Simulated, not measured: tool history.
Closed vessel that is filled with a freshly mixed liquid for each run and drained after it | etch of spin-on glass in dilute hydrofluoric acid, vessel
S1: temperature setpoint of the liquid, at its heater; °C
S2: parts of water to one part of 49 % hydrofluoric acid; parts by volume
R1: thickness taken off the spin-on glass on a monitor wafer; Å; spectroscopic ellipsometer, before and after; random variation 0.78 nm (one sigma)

Run 1, hour 0: S1 25 °C, S2 50 parts by volume, time in the liquid (s) 100. Result: R1 502.27 Å.
Run 2, hour 5.6: S1 27.5 °C, S2 40 parts by volume, time in the liquid (s) 100. Result: R1 702.91 Å.
Run 3, hour 13.3: S1 29 °C, S2 35 parts by volume, time in the liquid (s) 100. Result: R1 864.19 Å.
Run 4, hour 15.7: S1 30.5 °C, S2 30 parts by volume, time in the liquid (s) 100. Result: R1 1072.8 Å.
Run 5, hour 24.8: S1 30.5 °C, S2 45 parts by volume, time in the liquid (s) 100. Result: R1 690.54 Å.
At hour 27.3: thermometer replaced.
Run 6, hour 27.3: S1 31.5 °C, S2 35 parts by volume, time in the liquid (s) 100. Result: R1 1037.1 Å.

Forecast run 7:
Run 7, hour 36.2: S1 32 °C, S2 30 parts by volume, time in the liquid (s) 100. Result: R1 ?.

{"run 7": {"R1": 1244.2}}

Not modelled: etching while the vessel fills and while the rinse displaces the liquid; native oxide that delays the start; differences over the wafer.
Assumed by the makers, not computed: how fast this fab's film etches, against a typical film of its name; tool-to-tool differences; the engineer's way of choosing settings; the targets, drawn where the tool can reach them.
